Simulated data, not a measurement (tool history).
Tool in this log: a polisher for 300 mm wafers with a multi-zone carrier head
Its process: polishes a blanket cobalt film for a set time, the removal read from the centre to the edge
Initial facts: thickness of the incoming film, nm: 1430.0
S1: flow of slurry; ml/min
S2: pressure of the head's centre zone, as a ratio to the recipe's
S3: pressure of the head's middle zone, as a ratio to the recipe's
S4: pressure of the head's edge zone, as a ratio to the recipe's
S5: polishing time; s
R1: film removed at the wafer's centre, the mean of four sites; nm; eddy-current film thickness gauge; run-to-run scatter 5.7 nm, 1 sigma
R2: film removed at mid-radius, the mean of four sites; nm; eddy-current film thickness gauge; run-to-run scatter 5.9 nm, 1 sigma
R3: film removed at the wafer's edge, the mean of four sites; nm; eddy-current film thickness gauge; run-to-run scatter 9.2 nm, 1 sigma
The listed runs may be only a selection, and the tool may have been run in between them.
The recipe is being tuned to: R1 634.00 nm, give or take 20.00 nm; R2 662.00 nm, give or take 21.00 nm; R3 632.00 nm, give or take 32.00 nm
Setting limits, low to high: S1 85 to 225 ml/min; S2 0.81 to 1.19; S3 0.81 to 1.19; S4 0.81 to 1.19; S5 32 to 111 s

run    day   S1    S2    S3    S4  S5      R1      R2      R3
  1  0.000  145  1.00  1.00  1.00  71  483.37  474.00  484.19
  2  0.321  170  1.00  1.00  1.00  71  497.76  493.63  505.76
  3  0.600  170  1.04  1.00  1.00  71  515.66  491.67  492.74
  4  0.754  170  1.04  1.00  1.08  71  519.74  492.23  530.72
  5  0.796  180  1.06  1.04  1.10  73  547.73  534.86  556.67
  6  0.888  190  1.08  1.07  1.12  74  564.03  556.89  555.47
  7  1.221  190  1.08  1.07  1.12  74  586.91  545.76  561.49
  8  1.567  195  1.06  1.10  1.13  76  573.62  577.66  574.64
  9  1.654  210  1.10  1.17  1.18  82  667.57  662.78  651.24

Pick the move, out of 4, that brings all results within their allowed miss; only one does.
  A  1.742  205  1.15  1.14  1.16  83   ?   ?   ?
  B  1.742  180  1.06  1.08  1.15  90   ?   ?   ?
  C  1.742  210  1.09  1.19  1.19  80   ?   ?   ?
  D  1.742  195  1.16  1.12  1.19  80   ?   ?   ?

move      R1      R2      R3
   A  705.55  652.22  631.62
   B  688.60  661.85  672.32
   C  647.05  654.83  617.70
   D  680.19  614.46  613.27
A: its largest miss is bigger than the last run's
B: its largest miss is bigger than the last run's
C: all results land within tolerance of their targets
D: its largest miss is bigger than the last run's
C meets every target.
